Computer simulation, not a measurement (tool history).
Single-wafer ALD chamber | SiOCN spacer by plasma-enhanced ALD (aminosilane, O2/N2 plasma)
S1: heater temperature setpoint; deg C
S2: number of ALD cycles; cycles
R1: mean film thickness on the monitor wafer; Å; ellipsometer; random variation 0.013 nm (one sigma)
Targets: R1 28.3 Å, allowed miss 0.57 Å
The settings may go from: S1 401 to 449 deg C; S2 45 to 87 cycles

{"run": 1, "hour": 0.0, "S1": 425, "S2": 66, "R1": 36.407}
{"run": 2, "hour": 4.4, "S1": 428, "S2": 62, "R1": 34.178}
{"run": 3, "hour": 8.1, "S1": 428, "S2": 69, "R1": 37.637}
{"run": 4, "hour": 14.1, "S1": 432, "S2": 69, "R1": 37.556}
{"run": 5, "hour": 19.1, "S1": 433, "S2": 64, "R1": 34.598}
{"run": 6, "hour": 25.2, "S1": 433, "S2": 58, "R1": 31.291}
{"run": 7, "hour": 26.4, "S1": 443, "S2": 52, "R1": 27.325}
{"run": 8, "hour": 33.7, "S1": 442, "S2": 52, "R1": 27.432}
{"run": 9, "hour": 41.3, "S1": 442, "S2": 52, "R1": 27.25}
{"run": 10, "hour": 46.4, "S1": 442, "S2": 52, "R1": 27.18}
{"run": 11, "hour": 53.4, "S1": 440, "S2": 52, "R1": 27.478}
{"run": 12, "hour": 59.4, "S1": 439, "S2": 52, "R1": 27.348}
{"run": 13, "hour": 64.1, "S1": 434, "S2": 54, "R1": 28.991}
{"run": 14, "hour": 67.9, "S1": 435, "S2": 54, "R1": 28.88}
{"run": 15, "hour": 75.8, "S1": 435, "S2": 54, "R1": 29.177}
{"run": 16, "hour": 84.7, "S1": 436, "S2": 54, "R1": 29.138}

Which of these 5 next moves meets every target?
{"run": "A", "hour": 93.6, "S1": 436, "S2": 53, "R1": "?"}
{"run": "B", "hour": 93.6, "S1": 427, "S2": 55, "R1": "?"}
{"run": "C", "hour": 93.6, "S1": 433, "S2": 54, "R1": "?"}
{"run": "D", "hour": 93.6, "S1": 449, "S2": 59, "R1": "?"}
{"run": "E", "hour": 93.6, "S1": 442, "S2": 58, "R1": "?"}

move=A R1=28.405
move=B R1=30.258
move=C R1=29.196
move=D R1=30.409
move=E R1=30.535
A: meets every target
B: further off than the last run
C: further off than the last run
D: further off than the last run
E: further off than the last run
Move A is the one to make.
